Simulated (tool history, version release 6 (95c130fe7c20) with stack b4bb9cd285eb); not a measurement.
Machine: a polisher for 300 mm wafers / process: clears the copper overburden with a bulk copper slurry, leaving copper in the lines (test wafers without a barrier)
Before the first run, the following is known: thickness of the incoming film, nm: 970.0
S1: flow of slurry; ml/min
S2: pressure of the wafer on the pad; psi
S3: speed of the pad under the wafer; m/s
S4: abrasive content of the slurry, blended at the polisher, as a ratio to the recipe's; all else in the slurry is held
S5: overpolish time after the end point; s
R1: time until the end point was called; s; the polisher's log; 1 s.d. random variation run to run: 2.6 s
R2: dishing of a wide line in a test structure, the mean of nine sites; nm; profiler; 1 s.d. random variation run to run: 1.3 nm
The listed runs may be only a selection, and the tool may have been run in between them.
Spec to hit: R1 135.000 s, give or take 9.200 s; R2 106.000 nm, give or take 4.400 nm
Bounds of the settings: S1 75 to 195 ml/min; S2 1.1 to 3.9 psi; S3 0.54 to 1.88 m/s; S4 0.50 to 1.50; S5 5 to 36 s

Run 1, hour 0.0: S1 125 ml/min, S2 2.5 psi, S3 1.20 m/s, S4 1.00, S5 18 s. Result: R1 108.230 s, R2 91.002 nm.
Run 2, hour 5.6: S1 125 ml/min, S2 3.1 psi, S3 1.20 m/s, S4 1.00, S5 18 s. Result: R1 85.353 s, R2 107.430 nm.
Run 3, hour 10.6: S1 120 ml/min, S2 2.8 psi, S3 1.16 m/s, S4 1.00, S5 21 s. Result: R1 96.564 s, R2 104.570 nm.
Run 4, hour 18.0: S1 120 ml/min, S2 2.5 psi, S3 1.14 m/s, S4 1.00, S5 24 s. Result: R1 111.760 s, R2 104.310 nm.
Run 5, hour 19.6: S1 120 ml/min, S2 2.5 psi, S3 1.14 m/s, S4 1.00, S5 20 s. Result: R1 109.790 s, R2 93.110 nm.
Run 6, hour 25.6: S1 120 ml/min, S2 2.5 psi, S3 1.30 m/s, S4 1.00, S5 20 s. Result: R1 98.397 s, R2 100.470 nm.
Run 7, hour 31.8: S1 120 ml/min, S2 2.3 psi, S3 1.28 m/s, S4 1.00, S5 23 s. Result: R1 107.160 s, R2 99.006 nm.
Run 8, hour 34.7: S1 120 ml/min, S2 2.3 psi, S3 1.28 m/s, S4 1.00, S5 23 s. Result: R1 107.090 s, R2 99.898 nm.
Run 9, hour 37.3: S1 105 ml/min, S2 1.8 psi, S3 1.20 m/s, S4 1.00, S5 31 s. Result: R1 150.390 s, R2 95.228 nm.

Which of these 4 next moves meets every target?
Run A, hour 39.9: S1 125 ml/min, S2 2.6 psi, S3 1.04 m/s, S4 1.05, S5 32 s. Result: R1 ?, R2 ?.
Run B, hour 39.9: S1 85 ml/min, S2 2.0 psi, S3 1.50 m/s, S4 0.95, S5 29 s. Result: R1 ?, R2 ?.
Run C, hour 39.9: S1 125 ml/min, S2 2.4 psi, S3 1.16 m/s, S4 1.05, S5 26 s. Result: R1 ?, R2 ?.
Run D, hour 39.9: S1 110 ml/min, S2 2.1 psi, S3 1.10 m/s, S4 1.20, S5 34 s. Result: R1 ?, R2 ?.

move       R1       R2
   A  117.370  117.340
   B  114.730  106.860
   C  114.130  106.330
   D  136.590  107.440
A: takes the result that was furthest off past its target
B: brings the result that was furthest off to its target, and leaves another outside
C: brings the result that was furthest off to its target, and leaves another outside
D: every result lands within tolerance
D meets every target.

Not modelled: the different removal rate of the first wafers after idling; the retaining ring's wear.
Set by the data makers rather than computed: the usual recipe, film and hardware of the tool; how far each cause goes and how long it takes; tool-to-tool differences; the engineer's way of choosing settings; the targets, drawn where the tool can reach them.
